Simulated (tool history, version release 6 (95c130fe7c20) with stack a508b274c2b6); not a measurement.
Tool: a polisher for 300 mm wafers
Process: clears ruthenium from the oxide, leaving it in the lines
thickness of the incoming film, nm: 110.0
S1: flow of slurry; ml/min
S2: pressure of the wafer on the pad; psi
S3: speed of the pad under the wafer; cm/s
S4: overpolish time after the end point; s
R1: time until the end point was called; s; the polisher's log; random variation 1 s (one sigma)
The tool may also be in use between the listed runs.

run	hour	S1	S2	S3	S4	R1
1	0	180	2	102	20	89.713
2	6.2	180	1.6	102	20	112.27
3	13.9	180	1.9	104	20	92.34
4	22.8	180	1.9	84	20	118.27
5	29.2	180	2.1	84	20	103.85
6	37	180	2.1	84	20	108.45
# hour 45.4: slurry nozzle cleaned
7	45.4	185	2.7	96	20	67.3

Forecast run 8:
8	47.6	185	2.8	96	20	?

{"run 8": {"R1": 69.125}}
